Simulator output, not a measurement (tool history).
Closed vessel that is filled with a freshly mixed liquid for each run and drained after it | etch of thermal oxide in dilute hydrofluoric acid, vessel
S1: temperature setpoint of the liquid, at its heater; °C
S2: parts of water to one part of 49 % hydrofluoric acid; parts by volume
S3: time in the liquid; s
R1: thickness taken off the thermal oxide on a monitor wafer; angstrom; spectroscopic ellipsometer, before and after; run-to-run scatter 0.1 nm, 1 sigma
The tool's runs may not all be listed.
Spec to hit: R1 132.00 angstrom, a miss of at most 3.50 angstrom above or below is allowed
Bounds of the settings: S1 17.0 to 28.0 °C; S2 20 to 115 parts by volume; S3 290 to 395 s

| run | hour | S1 | S2 | S3 | R1 |
|---|---|---|---|---|---|
| 1 | 0.0 | 20.0 | 65 | 395 | 257.56 |
| 2 | 6.5 | 20.0 | 45 | 395 | 380.70 |
| 3 | 13.7 | 18.0 | 45 | 395 | 356.47 |
| 4 | 16.9 | 18.0 | 25 | 395 | 644.74 |
| 5 | 26.0 | 18.0 | 35 | 395 | 456.79 |
| 6 | 29.4 | 18.0 | 35 | 395 | 462.16 |
| 7 | 35.9 | 18.0 | 40 | 395 | 403.77 |
| 8 | 43.3 | 18.0 | 45 | 395 | 349.22 |
| 9 | 48.6 | 18.0 | 45 | 395 | 349.13 |
| 10 | 53.6 | 18.0 | 50 | 395 | 313.66 |
| 11 | 56.0 | 18.0 | 55 | 395 | 283.35 |
| 12 | 57.5 | 18.0 | 60 | 395 | 261.58 |
| 13 | 67.0 | 17.0 | 85 | 385 | 167.92 |
| 14 | 74.5 | 17.0 | 95 | 385 | 147.07 |
| 15 | 77.2 | 17.0 | 95 | 385 | 145.47 |
| 16 | 83.6 | 17.0 | 100 | 385 | 140.19 |

Below are 5 possible settings for the next run. Only one of them brings all results inside the allowed miss of their targets. Which is it?
| A | 90.0 | 20.5 | 115 | 365 | ? |
| B | 90.0 | 17.5 | 100 | 385 | ? |
| C | 90.0 | 18.5 | 110 | 360 | ? |
| D | 90.0 | 20.5 | 110 | 395 | ? |
| E | 90.0 | 19.5 | 95 | 355 | ? |

| move | R1 |
|---|---|
| A | 129.00 |
| B | 140.52 |
| C | 123.22 |
| D | 146.76 |
| E | 149.05 |
A: each result inside its tolerance
B: about the same distance from the targets as the last run
C: carries the result that was furthest off beyond its target, to the other side
D: further off than the last run
E: further off than the last run
A meets every target.

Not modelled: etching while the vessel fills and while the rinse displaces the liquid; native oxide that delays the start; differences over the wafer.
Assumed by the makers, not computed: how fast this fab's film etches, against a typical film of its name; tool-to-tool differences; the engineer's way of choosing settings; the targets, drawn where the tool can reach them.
